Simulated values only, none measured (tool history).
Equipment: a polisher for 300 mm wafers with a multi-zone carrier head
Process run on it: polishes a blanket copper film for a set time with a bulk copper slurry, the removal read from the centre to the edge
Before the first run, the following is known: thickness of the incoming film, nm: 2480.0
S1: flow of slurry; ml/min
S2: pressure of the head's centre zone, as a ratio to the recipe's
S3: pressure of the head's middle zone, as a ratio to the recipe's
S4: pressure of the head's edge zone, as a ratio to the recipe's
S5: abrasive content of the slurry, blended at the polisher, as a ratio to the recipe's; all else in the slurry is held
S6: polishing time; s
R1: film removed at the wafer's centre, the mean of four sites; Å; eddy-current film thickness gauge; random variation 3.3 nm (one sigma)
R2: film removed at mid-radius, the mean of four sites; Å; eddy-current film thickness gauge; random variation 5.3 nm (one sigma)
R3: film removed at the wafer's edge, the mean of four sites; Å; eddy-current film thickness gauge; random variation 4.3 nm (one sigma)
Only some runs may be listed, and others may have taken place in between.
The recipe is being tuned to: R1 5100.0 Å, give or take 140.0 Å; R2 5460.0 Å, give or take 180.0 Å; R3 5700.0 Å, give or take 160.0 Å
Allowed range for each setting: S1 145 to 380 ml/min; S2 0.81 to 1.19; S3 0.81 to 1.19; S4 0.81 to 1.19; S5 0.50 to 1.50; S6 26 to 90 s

run,hour,S1,S2,S3,S4,S5,S6,R1,R2,R3
1,0.0,245,1.00,1.00,1.00,1.00,58,7576.4,7684.0,7715.7
2,7.4,235,0.96,0.97,0.97,0.85,56,6768.8,6750.6,7107.6
3,15.7,230,0.93,0.97,0.94,0.75,55,6238.2,6596.9,6607.8
4,18.0,220,0.90,0.94,0.91,0.70,55,5894.0,6362.5,6504.5
5,23.0,220,0.90,0.85,0.91,0.70,55,5875.6,5793.0,6470.8
6,29.3,220,0.90,0.85,0.84,0.70,55,5883.0,5822.6,6405.4
7,30.1,215,0.89,0.86,0.83,0.65,54,5638.1,5610.4,6089.3
8,33.9,205,0.88,0.87,0.82,0.60,54,5447.0,5635.4,5961.3
9,35.4,180,0.86,0.87,0.81,0.50,53,4942.2,5136.0,5623.9
10,43.0,190,0.86,0.88,0.81,0.50,53,4939.4,5311.9,5592.6
11,44.0,195,0.86,0.88,0.81,0.50,53,4991.1,5260.3,5591.1
12,44.6,200,0.86,0.88,0.82,0.50,53,5031.2,5276.5,5607.4

Exactly one of the 4 candidate moves below puts every result within its allowed miss. Which one?
A,45.2,245,0.88,1.03,0.81,0.50,51,?,?,?
B,45.2,220,0.86,0.90,0.82,0.60,52,?,?,?
C,45.2,185,0.81,0.93,0.81,0.50,54,?,?,?
D,45.2,245,0.88,0.88,0.81,0.50,51,?,?,?

move,R1,R2,R3
A,4997.3,5782.3,5381.5
B,5130.3,5432.7,5700.7
C,4750.6,5492.9,5608.6
D,4992.1,5068.2,5392.3
A: takes the biggest miss from the last run beyond its target
B: in spec on every target
C: corrects the largest miss of the last run, while another result sits out of spec
D: moves away from the targets compared with the last run
B meets every target.

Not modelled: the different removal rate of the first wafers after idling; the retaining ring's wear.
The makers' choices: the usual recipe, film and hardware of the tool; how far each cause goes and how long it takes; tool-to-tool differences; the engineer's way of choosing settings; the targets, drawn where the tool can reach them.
